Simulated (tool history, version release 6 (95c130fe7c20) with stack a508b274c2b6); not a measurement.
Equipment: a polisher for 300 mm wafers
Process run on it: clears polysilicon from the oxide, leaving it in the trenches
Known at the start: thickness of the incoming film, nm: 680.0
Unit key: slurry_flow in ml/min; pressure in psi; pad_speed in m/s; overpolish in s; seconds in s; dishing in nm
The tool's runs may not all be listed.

| run | hour | slurry_flow | pressure | pad_speed | overpolish | seconds | dishing |
|---|---|---|---|---|---|---|---|
| 1 | 0 | 220 | 2.5 | 0.96 | 20 | 61.022 | 55.529 |
| 2 | 3.8 | 220 | 2.5 | 0.96 | 27 | 60.038 | 58.257 |
| 3 | 10.2 | 220 | 2.1 | 0.96 | 25 | 71.491 | 55.845 |
| 4 | 16 | 220 | 2.5 | 0.96 | 25 | 60.387 | 56.674 |
| 5 | 20.9 | 220 | 2.1 | 0.96 | 23 | 70.882 | 55.532 |
| 6 | 25.3 | 220 | 1.8 | 0.96 | 22 | 84.259 | 55.936 |
| 7 | 31 | 220 | 1.7 | 0.96 | 19 | 87.82 | 52.104 |
| 8 | 32.2 | 220 | 1.6 | 0.96 | 20 | 92.744 | 51.666 |

For run 9, what comes out?
| 9 | 38.4 | 220 | 1.5 | 0.96 | 21 | ? | ? |

{"run 9": {"seconds": 97.038, "dishing": 51.785}}

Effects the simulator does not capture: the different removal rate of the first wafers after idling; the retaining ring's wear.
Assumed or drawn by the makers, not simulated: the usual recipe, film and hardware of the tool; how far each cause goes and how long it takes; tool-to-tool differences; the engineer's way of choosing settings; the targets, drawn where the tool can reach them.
